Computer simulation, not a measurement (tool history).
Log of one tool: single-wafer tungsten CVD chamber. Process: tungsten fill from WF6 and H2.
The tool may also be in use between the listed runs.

| run | hour | heater temperature setpoint (°C) | chamber pressure (Pa) | deposition time (s) | mean film thickness on the monitor wafer (nm) |
|---|---|---|---|---|---|
| 1 | 0 | 390 | 6399 | 31.1 | 95.605 |
| 2 | 2.4 | 380 | 6399 | 31.1 | 78.981 |
| 3 | 7.4 | 378 | 6386 | 31.1 | 75.674 |
| 4 | 13.8 | 378 | 6386 | 32.1 | 78.847 |
| 5 | 16.1 | 378 | 6386 | 31.1 | 76.447 |
| 6 | 23.4 | 378 | 6386 | 31.1 | 76.752 |
| 7 | 31.5 | 376 | 6373 | 31.1 | 73.254 |
| 8 | 32.5 | 375 | 6359 | 31.1 | 71.195 |
| 9 | 41.4 | 374 | 6359 | 31.1 | 70.246 |

For run 10, what comes out?
| 10 | 50.1 | 373 | 6359 | 31.1 | ? |

Run 10 measured mean film thickness on the monitor wafer (nm) 68.73.
